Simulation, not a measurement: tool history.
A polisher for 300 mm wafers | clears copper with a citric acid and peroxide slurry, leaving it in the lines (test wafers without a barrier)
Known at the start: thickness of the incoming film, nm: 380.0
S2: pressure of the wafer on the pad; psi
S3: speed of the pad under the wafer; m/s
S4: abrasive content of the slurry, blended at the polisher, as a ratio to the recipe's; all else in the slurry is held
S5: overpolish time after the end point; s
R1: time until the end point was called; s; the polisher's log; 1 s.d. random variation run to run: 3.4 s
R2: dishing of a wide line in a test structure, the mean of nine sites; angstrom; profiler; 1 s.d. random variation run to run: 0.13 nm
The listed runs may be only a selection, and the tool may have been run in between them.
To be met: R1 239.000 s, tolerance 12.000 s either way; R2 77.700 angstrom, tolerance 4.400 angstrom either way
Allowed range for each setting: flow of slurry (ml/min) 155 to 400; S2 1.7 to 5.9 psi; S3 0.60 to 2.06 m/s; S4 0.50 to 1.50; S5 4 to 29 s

{"run": 1, "hour": 0.0, "flow of slurry (ml/min)": 255, "S2": 3.8, "S3": 1.32, "S4": 1.0, "S5": 15, "R1": 113.04, "R2": 357.09}
{"run": 2, "hour": 2.3, "flow of slurry (ml/min)": 255, "S2": 3.8, "S3": 1.44, "S4": 1.0, "S5": 15, "R1": 103.92, "R2": 384.52}
{"run": 3, "hour": 7.9, "flow of slurry (ml/min)": 255, "S2": 3.8, "S3": 1.68, "S4": 1.0, "S5": 15, "R1": 91.003, "R2": 436.54}
{"run": 4, "hour": 14.5, "flow of slurry (ml/min)": 255, "S2": 4.3, "S3": 1.68, "S4": 1.0, "S5": 15, "R1": 80.148, "R2": 489.07}
{"run": 5, "hour": 19.3, "flow of slurry (ml/min)": 290, "S2": 4.3, "S3": 1.68, "S4": 1.0, "S5": 15, "R1": 79.624, "R2": 495.59}
{"run": 6, "hour": 22.2, "flow of slurry (ml/min)": 270, "S2": 4.0, "S3": 1.52, "S4": 1.0, "S5": 13, "R1": 93.331, "R2": 386.75}
{"run": 7, "hour": 30.7, "flow of slurry (ml/min)": 255, "S2": 3.7, "S3": 1.38, "S4": 1.05, "S5": 12, "R1": 114.09, "R2": 305.25}
{"run": 8, "hour": 32.4, "flow of slurry (ml/min)": 240, "S2": 3.5, "S3": 1.26, "S4": 0.95, "S5": 11, "R1": 131.71, "R2": 237.14}
{"run": 9, "hour": 39.9, "flow of slurry (ml/min)": 195, "S2": 2.5, "S3": 0.9, "S4": 0.7, "S5": 4, "R1": 265.15, "R2": 47.842}
{"run": 10, "hour": 45.9, "flow of slurry (ml/min)": 200, "S2": 2.5, "S3": 0.9, "S4": 0.75, "S5": 4, "R1": 259.49, "R2": 47.221}
{"run": 11, "hour": 54.3, "flow of slurry (ml/min)": 200, "S2": 2.5, "S3": 0.9, "S4": 0.75, "S5": 5, "R1": 261.54, "R2": 60.177}
{"run": 12, "hour": 58.8, "flow of slurry (ml/min)": 205, "S2": 2.5, "S3": 0.9, "S4": 0.75, "S5": 5, "R1": 256.52, "R2": 57.523}
{"run": 13, "hour": 62.3, "flow of slurry (ml/min)": 215, "S2": 2.5, "S3": 0.9, "S4": 0.75, "S5": 5, "R1": 263.69, "R2": 59.305}
{"run": 14, "hour": 68.5, "flow of slurry (ml/min)": 255, "S2": 3.0, "S3": 0.9, "S4": 0.75, "S5": 8, "R1": 216.55, "R2": 111.24}
{"run": 15, "hour": 71.8, "flow of slurry (ml/min)": 255, "S2": 3.0, "S3": 0.9, "S4": 0.75, "S5": 8, "R1": 217.24, "R2": 115.01}
{"run": 16, "hour": 77.9, "flow of slurry (ml/min)": 245, "S2": 3.0, "S3": 0.9, "S4": 0.75, "S5": 8, "R1": 216.96, "R2": 112.27}
{"run": 17, "hour": 86.0, "flow of slurry (ml/min)": 235, "S2": 3.0, "S3": 0.9, "S4": 0.75, "S5": 8, "R1": 213.82, "R2": 108.52}
{"run": 18, "hour": 91.9, "flow of slurry (ml/min)": 225, "S2": 3.0, "S3": 0.9, "S4": 0.75, "S5": 8, "R1": 216.86, "R2": 113.52}
{"run": 19, "hour": 96.3, "flow of slurry (ml/min)": 225, "S2": 2.9, "S3": 0.92, "S4": 0.75, "S5": 8, "R1": 221.86, "R2": 109.9}
{"run": 20, "hour": 102.7, "flow of slurry (ml/min)": 225, "S2": 2.8, "S3": 0.94, "S4": 0.75, "S5": 8, "R1": 226.69, "R2": 106.44}
{"run": 21, "hour": 110.1, "flow of slurry (ml/min)": 220, "S2": 2.7, "S3": 0.94, "S4": 0.8, "S5": 8, "R1": 230.86, "R2": 103.17}
{"run": 22, "hour": 116.6, "flow of slurry (ml/min)": 215, "S2": 2.4, "S3": 0.96, "S4": 0.95, "S5": 4, "R1": 245.61, "R2": 52.168}
{"run": 23, "hour": 125.5, "flow of slurry (ml/min)": 215, "S2": 2.4, "S3": 0.96, "S4": 0.95, "S5": 4, "R1": 250.81, "R2": 50.909}
{"run": 24, "hour": 132.7, "flow of slurry (ml/min)": 215, "S2": 2.4, "S3": 0.96, "S4": 0.95, "S5": 4, "R1": 239.84, "R2": 52.552}
{"run": 25, "hour": 135.8, "flow of slurry (ml/min)": 230, "S2": 2.4, "S3": 0.94, "S4": 0.95, "S5": 4, "R1": 249.35, "R2": 49.466}

Which single option among these 5 for the next run brings every result within its allowed miss of target? Just one does.
{"run": "A", "hour": 138.9, "flow of slurry (ml/min)": 220, "S2": 2.6, "S3": 0.82, "S4": 0.9, "S5": 8, "R1": "?", "R2": "?"}
{"run": "B", "hour": 138.9, "flow of slurry (ml/min)": 235, "S2": 2.4, "S3": 0.96, "S4": 1.2, "S5": 5, "R1": "?", "R2": "?"}
{"run": "C", "hour": 138.9, "flow of slurry (ml/min)": 265, "S2": 3.0, "S3": 0.78, "S4": 0.55, "S5": 8, "R1": "?", "R2": "?"}
{"run": "D", "hour": 138.9, "flow of slurry (ml/min)": 230, "S2": 2.9, "S3": 0.86, "S4": 0.75, "S5": 6, "R1": "?", "R2": "?"}
{"run": "E", "hour": 138.9, "flow of slurry (ml/min)": 230, "S2": 2.7, "S3": 0.9, "S4": 0.9, "S5": 7, "R1": "?", "R2": "?"}

move=A R1=262.750 R2=90.634
move=B R1=231.250 R2=65.042
move=C R1=254.470 R2=93.607
move=D R1=232.060 R2=77.484
move=E R1=231.230 R2=90.160
A: moves the result that the last run missed by most past its target, out the other side
B: moves toward the targets from the last run without getting all of them in spec
C: moves the result that the last run missed by most past its target, out the other side
D: every result within its allowed miss
E: moves the result that the last run missed by most past its target, out the other side
So the answer is move D, the one that meets all the targets.

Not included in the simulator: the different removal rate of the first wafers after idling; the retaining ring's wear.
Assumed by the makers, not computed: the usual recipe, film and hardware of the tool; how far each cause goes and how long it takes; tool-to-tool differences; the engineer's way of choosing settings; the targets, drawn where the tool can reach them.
